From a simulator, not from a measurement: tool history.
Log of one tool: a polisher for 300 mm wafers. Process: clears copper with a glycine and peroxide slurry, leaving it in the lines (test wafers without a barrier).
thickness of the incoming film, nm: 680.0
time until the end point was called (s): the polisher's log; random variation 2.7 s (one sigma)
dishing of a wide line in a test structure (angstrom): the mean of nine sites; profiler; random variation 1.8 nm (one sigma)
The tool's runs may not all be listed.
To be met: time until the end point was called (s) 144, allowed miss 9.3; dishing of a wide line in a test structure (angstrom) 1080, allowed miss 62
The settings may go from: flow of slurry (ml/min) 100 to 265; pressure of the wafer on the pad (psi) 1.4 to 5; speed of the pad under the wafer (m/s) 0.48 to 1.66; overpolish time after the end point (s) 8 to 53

run  hour  flow of slurry (ml/min)  pressure of the wafer on the pad (psi)  speed of the pad under the wafer (m/s)  overpolish time after the end point (s)  time until the end point was called (s)  dishing of a wide line in a test structure (angstrom)
  1     0                      170                                     3.2                                    1.06                                       27                                   129.52                                                 818.25
  2   8.8                      130                                     3.2                                    1.06                                       27                                   132.18                                                 810.75
  3  17.7                      130                                     3.2                                    1.26                                       27                                   117.48                                                 842.43
  4  26.4                      130                                     3.1                                     1.2                                       31                                   124.13                                                 902.26
  5  28.9                      130                                       3                                    1.16                                       34                                    133.5                                                 924.44
  6    30                      130                                       3                                    1.16                                       25                                   132.59                                                 753.71
  7  33.9                      130                                       3                                    1.12                                       30                                   137.86                                                 809.88
  8  42.4                      130                                       3                                     1.1                                       34                                   131.51                                                 912.39
  9  48.4                      130                                       3                                     1.1                                       34                                   136.65                                                 927.87
 10  54.4                      130                                       3                                    1.08                                       36                                   135.28                                                 943.49
 11  58.4                      125                                     2.7                                    1.06                                       46                                   149.99                                                   1005

Which of these 5 next moves meets every target?
  A  62.4                      125                                     2.6                                    1.08                                       44                                        ?                                                      ?
  B  62.4                      130                                     2.4                                    1.34                                       37                                        ?                                                      ?
  C  62.4                      100                                       3                                    1.08                                       49                                        ?                                                      ?
  D  62.4                      105                                     2.5                                    0.98                                       53                                        ?                                                      ?
  E  62.4                      115                                     2.8                                       1                                       41                                        ?                                                      ?

move  time until the end point was called (s)  dishing of a wide line in a test structure (angstrom)
   A                                   154.96                                                 994.17
   B                                   145.73                                                 913.08
   C                                   142.79                                                 1128.4
   D                                   172.68                                                 1038.6
   E                                   153.97                                                 966.93
A: further off than the last run
B: further off than the last run
C: meets every target
D: brings the result that was furthest off to its target, and leaves another outside
E: further off than the last run
The right move is C.
